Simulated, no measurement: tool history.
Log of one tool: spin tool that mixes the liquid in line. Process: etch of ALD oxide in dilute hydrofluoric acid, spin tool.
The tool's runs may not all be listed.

run	hour	temperature setpoint of the liquid (K)	parts of water to one part of 49 % hydrofluoric acid (parts by volume)	time under the liquid (s)	thickness taken off the ALD oxide on a monitor wafer (nm)
1	0	299.15	245	100	8.1115
2	5.1	297.15	245	100	7.6348
3	7.1	297.15	305	100	5.723
4	13.4	297.15	365	100	4.5407
5	17.6	297.15	290	100	6.0946
6	18.7	297.15	225	100	8.4918

The next listed run, before its measurement:
7	20.9	295.15	235	100	?

Run 7 gave thickness taken off the ALD oxide on a monitor wafer (nm) 7.4754.
